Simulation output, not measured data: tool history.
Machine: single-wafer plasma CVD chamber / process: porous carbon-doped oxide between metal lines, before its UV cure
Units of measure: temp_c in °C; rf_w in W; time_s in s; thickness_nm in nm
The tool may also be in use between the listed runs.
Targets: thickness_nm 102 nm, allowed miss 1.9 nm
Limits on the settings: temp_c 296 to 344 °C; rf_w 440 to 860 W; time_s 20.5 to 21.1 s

run	hour	temp_c	rf_w	time_s	thickness_nm
1	0	320	650	20.5	115.3
2	4.3	324	645	20.5	112.98
3	12.4	317	645	20.5	116.46
4	14.6	322	635	20.5	112.05
5	20	327	635	20.5	109.72
6	21.8	330	630	20.5	107.73
7	29.8	332	625	20.5	106.12
8	33.2	333	625	20.5	105.74

Next run, 4 choices. One meets every target within its allowed miss, the rest don't. Which?
A	36.6	336	640	20.5	?
B	36.6	323	610	21.1	?
C	36.6	334	625	20.9	?
D	36.6	323	570	20.6	?

move	thickness_nm
A	106.91
B	111.35
C	107.58
D	102.38
A: lands further from the targets than the last run did
B: lands further from the targets than the last run did
C: lands further from the targets than the last run did
D: every result lands within tolerance
D is the move that brings every result within its allowed miss.
